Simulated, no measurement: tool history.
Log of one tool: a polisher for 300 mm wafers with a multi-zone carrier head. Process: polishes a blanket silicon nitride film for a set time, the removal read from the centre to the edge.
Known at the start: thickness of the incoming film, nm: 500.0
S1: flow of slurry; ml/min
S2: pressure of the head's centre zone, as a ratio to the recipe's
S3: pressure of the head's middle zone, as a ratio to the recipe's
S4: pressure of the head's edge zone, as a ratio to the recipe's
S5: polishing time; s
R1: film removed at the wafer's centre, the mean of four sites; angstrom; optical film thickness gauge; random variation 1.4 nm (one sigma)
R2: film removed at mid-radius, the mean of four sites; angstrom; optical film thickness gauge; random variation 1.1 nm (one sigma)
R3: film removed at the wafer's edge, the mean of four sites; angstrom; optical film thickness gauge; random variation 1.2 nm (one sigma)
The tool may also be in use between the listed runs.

run	hour	S1	S2	S3	S4	S5	R1	R2	R3
1	0.0	255	1.00	1.00	1.00	74	1412.5	1387.9	1361.2
2	9.0	255	1.00	1.00	0.98	72	1373.3	1327.1	1332.0
3	10.5	255	1.01	1.02	0.97	70	1355.1	1307.6	1267.7
4	17.3	255	1.01	1.02	0.97	78	1527.3	1477.7	1404.1
5	18.4	250	1.01	1.02	0.95	76	1470.5	1419.1	1393.0
6	22.2	250	1.08	1.02	0.95	76	1564.3	1442.8	1384.7
7	28.1	255	1.07	1.03	0.95	73	1484.7	1383.4	1299.4

The next listed run, before its measurement:
8	30.7	255	1.06	1.03	0.95	71	?	?	?

R1: 1443.9 angstrom
R2: 1336.6 angstrom
R3: 1306.3 angstrom
